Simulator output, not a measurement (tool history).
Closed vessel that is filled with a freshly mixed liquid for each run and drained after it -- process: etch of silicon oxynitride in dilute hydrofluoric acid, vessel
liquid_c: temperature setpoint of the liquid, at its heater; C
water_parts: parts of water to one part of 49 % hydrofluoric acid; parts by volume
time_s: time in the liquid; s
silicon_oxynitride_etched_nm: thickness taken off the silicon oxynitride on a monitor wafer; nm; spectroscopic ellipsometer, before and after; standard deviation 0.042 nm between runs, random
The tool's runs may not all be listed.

run,hour,liquid_c,water_parts,time_s,silicon_oxynitride_etched_nm
1,0.0,23.0,265,420,3.4283
2,3.9,24.5,255,420,3.8584
3,11.2,26.0,250,420,4.2871
4,12.9,23.5,250,420,3.7923
5,21.3,25.0,245,420,4.1787
6,30.2,25.0,155,420,7.0789

Estimate the outcome of run 7 from the log above:
7,37.3,24.0,155,420,?

Run 7 gave silicon_oxynitride_etched_nm 6.6292 nm.

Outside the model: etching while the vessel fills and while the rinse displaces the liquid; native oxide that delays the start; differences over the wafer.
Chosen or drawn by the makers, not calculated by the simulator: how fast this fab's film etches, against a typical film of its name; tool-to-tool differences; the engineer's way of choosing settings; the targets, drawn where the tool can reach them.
